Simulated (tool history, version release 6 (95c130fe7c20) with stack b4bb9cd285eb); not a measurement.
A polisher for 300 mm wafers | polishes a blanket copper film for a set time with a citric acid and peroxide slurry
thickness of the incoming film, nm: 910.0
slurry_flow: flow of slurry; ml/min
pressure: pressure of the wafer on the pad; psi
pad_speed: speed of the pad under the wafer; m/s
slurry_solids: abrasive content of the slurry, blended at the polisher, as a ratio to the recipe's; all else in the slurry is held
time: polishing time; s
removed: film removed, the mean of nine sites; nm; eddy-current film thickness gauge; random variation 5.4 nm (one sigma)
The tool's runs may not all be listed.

{"run": 1, "hour": 0.0, "slurry_flow": 185, "pressure": 2.8, "pad_speed": 1.2, "slurry_solids": 1, "time": 83, "removed": 206.07}
{"run": 2, "hour": 3.2, "slurry_flow": 165, "pressure": 2.8, "pad_speed": 1.2, "slurry_solids": 1, "time": 83, "removed": 195.54}
{"run": 3, "hour": 9.4, "slurry_flow": 180, "pressure": 3.2, "pad_speed": 1.22, "slurry_solids": 1, "time": 83, "removed": 231.69}
{"run": 4, "hour": 17.1, "slurry_flow": 190, "pressure": 3.5, "pad_speed": 1.26, "slurry_solids": 1, "time": 83, "removed": 266.07}
{"run": 5, "hour": 25.8, "slurry_flow": 190, "pressure": 3.2, "pad_speed": 1.26, "slurry_solids": 1, "time": 83, "removed": 236.66}
{"run": 6, "hour": 34.6, "slurry_flow": 190, "pressure": 3.2, "pad_speed": 1, "slurry_solids": 1, "time": 83, "removed": 190.21}
{"run": 7, "hour": 41.6, "slurry_flow": 190, "pressure": 3.5, "pad_speed": 1.1, "slurry_solids": 1, "time": 83, "removed": 234.03}
{"run": 8, "hour": 46.9, "slurry_flow": 190, "pressure": 3.7, "pad_speed": 1.16, "slurry_solids": 1, "time": 83, "removed": 254.55}
{"run": 9, "hour": 47.7, "slurry_flow": 195, "pressure": 3.9, "pad_speed": 1.22, "slurry_solids": 1, "time": 83, "removed": 278.61}
{"run": 10, "hour": 53.8, "slurry_flow": 195, "pressure": 4, "pad_speed": 1.3, "slurry_solids": 1, "time": 83, "removed": 313.63}
{"run": 11, "hour": 58.4, "slurry_flow": 195, "pressure": 4.1, "pad_speed": 1.34, "slurry_solids": 1, "time": 83, "removed": 318.88}

Forecast run 12:
{"run": 12, "hour": 66.8, "slurry_flow": 195, "pressure": 4.2, "pad_speed": 1.4, "slurry_solids": 1, "time": 83, "removed": "?"}

removed: 352.18 nm

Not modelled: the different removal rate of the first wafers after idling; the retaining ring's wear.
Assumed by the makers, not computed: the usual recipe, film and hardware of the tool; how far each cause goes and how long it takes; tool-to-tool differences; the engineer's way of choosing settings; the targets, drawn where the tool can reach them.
